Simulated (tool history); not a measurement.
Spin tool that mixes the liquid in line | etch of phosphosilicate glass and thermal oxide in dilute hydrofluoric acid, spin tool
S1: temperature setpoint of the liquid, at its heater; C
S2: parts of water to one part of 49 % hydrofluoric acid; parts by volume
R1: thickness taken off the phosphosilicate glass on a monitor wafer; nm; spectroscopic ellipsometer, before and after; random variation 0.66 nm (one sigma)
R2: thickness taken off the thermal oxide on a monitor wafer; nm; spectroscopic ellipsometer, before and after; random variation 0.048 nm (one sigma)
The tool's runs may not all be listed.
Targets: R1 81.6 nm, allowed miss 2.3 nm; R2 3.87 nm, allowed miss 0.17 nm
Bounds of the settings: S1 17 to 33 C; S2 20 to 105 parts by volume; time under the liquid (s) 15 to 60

{"run": 1, "hour": 0.0, "S1": 25, "S2": 55, "time under the liquid (s)": 30, "R1": 58.016, "R2": 2.7101}
{"run": 2, "hour": 6.7, "S1": 25, "S2": 55, "time under the liquid (s)": 20, "R1": 38.424, "R2": 1.8138}
{"run": 3, "hour": 14.4, "S1": 25, "S2": 35, "time under the liquid (s)": 20, "R1": 61.593, "R2": 2.9375}
{"run": 4, "hour": 20.1, "S1": 25, "S2": 35, "time under the liquid (s)": 30, "R1": 94.717, "R2": 4.3565}
{"run": 5, "hour": 28.1, "S1": 24.5, "S2": 35, "time under the liquid (s)": 30, "R1": 90.784, "R2": 4.3635}
{"run": 6, "hour": 30.8, "S1": 27, "S2": 35, "time under the liquid (s)": 30, "R1": 100.39, "R2": 4.8572}
{"run": 7, "hour": 39.8, "S1": 26, "S2": 35, "time under the liquid (s)": 30, "R1": 97.683, "R2": 4.6744}
{"hour": 48.6, "done": "hydrofluoric acid flow meter replaced"}
{"run": 8, "hour": 48.6, "S1": 25.5, "S2": 35, "time under the liquid (s)": 30, "R1": 102.6, "R2": 5.0331}
{"run": 9, "hour": 54.5, "S1": 24, "S2": 35, "time under the liquid (s)": 30, "R1": 97.907, "R2": 4.6256}
{"run": 10, "hour": 61.9, "S1": 24.5, "S2": 40, "time under the liquid (s)": 30, "R1": 87.261, "R2": 4.1325}
{"run": 11, "hour": 65.0, "S1": 25, "S2": 45, "time under the liquid (s)": 30, "R1": 79.29, "R2": 3.7686}

4 next moves are on the table. One of them brings every result within its allowed miss. Which?
{"run": "A", "hour": 68.1, "S1": 23, "S2": 40, "time under the liquid (s)": 30, "R1": "?", "R2": "?"}
{"run": "B", "hour": 68.1, "S1": 24, "S2": 65, "time under the liquid (s)": 45, "R1": "?", "R2": "?"}
{"run": "C", "hour": 68.1, "S1": 27, "S2": 65, "time under the liquid (s)": 40, "R1": "?", "R2": "?"}
{"run": "D", "hour": 68.1, "S1": 24, "S2": 45, "time under the liquid (s)": 35, "R1": "?", "R2": "?"}

move=A R1=81.455 R2=3.8049
move=B R1=75.84 R2=3.5427
move=C R1=76.047 R2=3.5523
move=D R1=87.477 R2=4.0862
A: meets every target
B: further off than the last run
C: further off than the last run
D: takes the result that was furthest off past its target
Move A is the one to make.
